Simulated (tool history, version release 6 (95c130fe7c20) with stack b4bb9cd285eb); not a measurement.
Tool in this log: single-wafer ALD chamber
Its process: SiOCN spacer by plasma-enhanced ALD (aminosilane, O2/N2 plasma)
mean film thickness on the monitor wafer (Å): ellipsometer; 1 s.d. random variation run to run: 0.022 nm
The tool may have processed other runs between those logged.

run	hour	heater temperature setpoint (K)	number of ALD cycles (cycles)	mean film thickness on the monitor wafer (Å)
1	0	648.15	100	52.964
2	1.9	648.15	91	47.87
3	10.9	648.15	87	46.108
4	19.8	648.15	84	44.419
5	27.1	648.15	70	36.716
6	30.1	648.15	68	35.489
# hour 33.9: thermocouple changed; heater temperature recalibrated
7	33.9	648.15	72	38.11
8	41.8	648.15	74	39.116

Run 9 comes next. What will it give?
9	49.4	648.15	76	?

Run 9 came out at mean film thickness on the monitor wafer (Å) 40.18.
